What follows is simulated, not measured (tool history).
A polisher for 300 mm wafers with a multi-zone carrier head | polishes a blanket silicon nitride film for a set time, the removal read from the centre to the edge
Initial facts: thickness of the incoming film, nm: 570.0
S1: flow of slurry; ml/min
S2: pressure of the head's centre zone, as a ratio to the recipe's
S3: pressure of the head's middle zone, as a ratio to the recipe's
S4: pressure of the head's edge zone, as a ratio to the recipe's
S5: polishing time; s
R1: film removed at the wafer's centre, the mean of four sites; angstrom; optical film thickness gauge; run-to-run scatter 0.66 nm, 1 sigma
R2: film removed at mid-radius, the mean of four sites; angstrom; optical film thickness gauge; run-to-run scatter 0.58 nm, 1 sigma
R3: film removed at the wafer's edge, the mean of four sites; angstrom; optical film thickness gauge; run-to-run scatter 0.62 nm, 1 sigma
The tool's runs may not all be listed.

Run 1, hour 0.0: S1 215 ml/min, S2 1.00, S3 1.00, S4 1.00, S5 55 s. Result: R1 1145.10 angstrom, R2 1142.40 angstrom, R3 1146.00 angstrom.
Run 2, hour 2.7: S1 205 ml/min, S2 0.96, S3 1.00, S4 0.95, S5 50 s. Result: R1 1001.50 angstrom, R2 1041.50 angstrom, R3 1009.60 angstrom.
Run 3, hour 8.5: S1 255 ml/min, S2 0.96, S3 1.00, S4 0.95, S5 50 s. Result: R1 1007.80 angstrom, R2 1072.10 angstrom, R3 1008.40 angstrom.
Run 4, hour 12.6: S1 255 ml/min, S2 1.02, S3 1.00, S4 0.95, S5 50 s. Result: R1 1081.00 angstrom, R2 1060.10 angstrom, R3 1019.90 angstrom.
Run 5, hour 17.5: S1 255 ml/min, S2 0.97, S3 0.98, S4 0.92, S5 47 s. Result: R1 979.01 angstrom, R2 984.50 angstrom, R3 951.49 angstrom.
Run 6, hour 23.7: S1 255 ml/min, S2 0.97, S3 0.98, S4 0.98, S5 47 s. Result: R1 965.43 angstrom, R2 996.56 angstrom, R3 967.23 angstrom.
Run 7, hour 26.5: S1 255 ml/min, S2 0.97, S3 0.98, S4 0.98, S5 47 s. Result: R1 964.84 angstrom, R2 998.39 angstrom, R3 981.88 angstrom.
Run 8, hour 28.1: S1 255 ml/min, S2 0.93, S3 0.97, S4 0.94, S5 45 s. Result: R1 897.94 angstrom, R2 938.37 angstrom, R3 916.45 angstrom.
Run 9, hour 31.5: S1 255 ml/min, S2 0.90, S3 0.97, S4 0.92, S5 43 s. Result: R1 823.67 angstrom, R2 905.25 angstrom, R3 862.83 angstrom.

Estimate the outcome of run 10 from the log above:
Run 10, hour 40.2: S1 250 ml/min, S2 0.88, S3 0.96, S4 0.89, S5 43 s. Result: R1 ?, R2 ?, R3 ?.

{"run 10": {"R1": 793.44, "R2": 895.33, "R3": 860.45}}
